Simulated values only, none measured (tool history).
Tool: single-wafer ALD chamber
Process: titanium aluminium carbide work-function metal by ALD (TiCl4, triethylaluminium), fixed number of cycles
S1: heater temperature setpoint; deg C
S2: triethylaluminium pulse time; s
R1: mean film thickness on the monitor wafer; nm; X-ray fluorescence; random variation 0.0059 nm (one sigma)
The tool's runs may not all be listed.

Run 1, hour 0: S1 305 deg C, S2 11.53 s. Result: R1 2.0291 nm.
Run 2, hour 1: S1 311 deg C, S2 11.53 s. Result: R1 2.0863 nm.
Run 3, hour 6.1: S1 302 deg C, S2 9.23 s. Result: R1 1.9387 nm.
Run 4, hour 7: S1 302 deg C, S2 11.44 s. Result: R1 1.9987 nm.
Run 5, hour 12.6: S1 302 deg C, S2 12.71 s. Result: R1 2.011 nm.
Run 6, hour 21.2: S1 302 deg C, S2 10.88 s. Result: R1 1.9811 nm.
Run 7, hour 28.1: S1 295 deg C, S2 8.78 s. Result: R1 1.8569 nm.
Run 8, hour 30.8: S1 291 deg C, S2 7.67 s. Result: R1 1.7967 nm.
Run 9, hour 33.2: S1 288 deg C, S2 6.81 s. Result: R1 1.7063 nm.

The next listed run, before its measurement:
Run 10, hour 39.3: S1 287 deg C, S2 6.76 s. Result: R1 ?.

{"run 10": {"R1": 1.6797}}

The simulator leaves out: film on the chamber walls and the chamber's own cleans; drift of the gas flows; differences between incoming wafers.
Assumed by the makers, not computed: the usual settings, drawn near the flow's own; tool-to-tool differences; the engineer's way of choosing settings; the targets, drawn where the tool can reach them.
